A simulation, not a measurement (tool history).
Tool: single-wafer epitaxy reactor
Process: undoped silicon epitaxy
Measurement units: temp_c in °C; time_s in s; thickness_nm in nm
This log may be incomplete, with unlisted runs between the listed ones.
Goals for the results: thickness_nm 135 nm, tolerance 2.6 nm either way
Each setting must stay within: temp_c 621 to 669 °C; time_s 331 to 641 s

| run | hour | temp_c | time_s | thickness_nm |
|---|---|---|---|---|
| 1 | 0 | 645 | 486 | 79.429 |
| 2 | 2.4 | 645 | 429 | 70.074 |
| 3 | 6.8 | 647 | 435 | 74.683 |
| 4 | 13.1 | 641 | 435 | 64.323 |
| 5 | 14.5 | 641 | 401 | 58.667 |
| 6 | 21.5 | 641 | 430 | 62.956 |
| 7 | 27.6 | 644 | 432 | 68.084 |
| 8 | 28.9 | 647 | 435 | 74.111 |
| 9 | 32.4 | 649 | 438 | 77.933 |
| 10 | 34.3 | 649 | 438 | 78.588 |
| 11 | 37.3 | 651 | 440 | 82.931 |
| 12 | 45.1 | 653 | 442 | 87.52 |
| 13 | 46.2 | 655 | 444 | 91.666 |
| 14 | 47.5 | 656 | 446 | 95.512 |
| 15 | 50.8 | 657 | 447 | 97.071 |
| 16 | 56.3 | 658 | 449 | 99.397 |
| 17 | 63.5 | 659 | 451 | 102.91 |
| 18 | 68.5 | 660 | 452 | 105.47 |
| 19 | 72.6 | 669 | 481 | 139.35 |

4 candidate next runs follow, results not yet known. Just one meets every target within its allowed miss. Identify it.
| A | 76.7 | 668 | 509 | ? |
| B | 76.7 | 666 | 550 | ? |
| C | 76.7 | 666 | 553 | ? |
| D | 76.7 | 665 | 508 | ? |

| move | thickness_nm |
|---|---|
| A | 144.8 |
| B | 149.2 |
| C | 150.01 |
| D | 134.55 |
A: misses by more than the last run did
B: misses by more than the last run did
C: misses by more than the last run did
D: each result inside its tolerance
D meets every target.
